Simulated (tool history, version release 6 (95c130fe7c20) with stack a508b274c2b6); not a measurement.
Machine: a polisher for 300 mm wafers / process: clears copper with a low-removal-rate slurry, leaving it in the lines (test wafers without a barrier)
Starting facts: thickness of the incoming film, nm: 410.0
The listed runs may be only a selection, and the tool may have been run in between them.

| run | day | flow of slurry (ml/min) | pressure of the wafer on the pad (psi) | speed of the pad under the wafer (m/s) | abrasive content of the slurry | overpolish time after the end point (s) | time until the end point was called (s) | dishing of a wide line in a test structure (angstrom) |
|---|---|---|---|---|---|---|---|---|
| 1 | 0.000 | 275 | 3.0 | 1.14 | 1.0 | 21 | 92.434 | 498.33 |
| 2 | 0.225 | 275 | 2.6 | 1.12 | 1.0 | 23 | 109.500 | 471.29 |
| 3 | 0.400 | 275 | 2.6 | 0.84 | 1.0 | 23 | 138.570 | 393.70 |
| 4 | 0.529 | 275 | 2.6 | 0.84 | 1.0 | 28 | 138.510 | 453.66 |
| 5 | 0.854 | 275 | 3.2 | 0.84 | 1.0 | 28 | 115.180 | 539.65 |
| 6 | 1.204 | 275 | 2.9 | 0.84 | 1.0 | 29 | 125.040 | 512.91 |
| 7 | 1.396 | 275 | 2.7 | 0.84 | 1.0 | 29 | 133.370 | 481.77 |

Run 8 has not been measured yet. What should we expect?
| 8 | 1.700 | 270 | 2.1 | 0.82 | 1.0 | 31 | ? | ? |

Run 8 yielded time until the end point was called (s) 177.530, dishing of a wide line in a test structure (angstrom) 405.92.
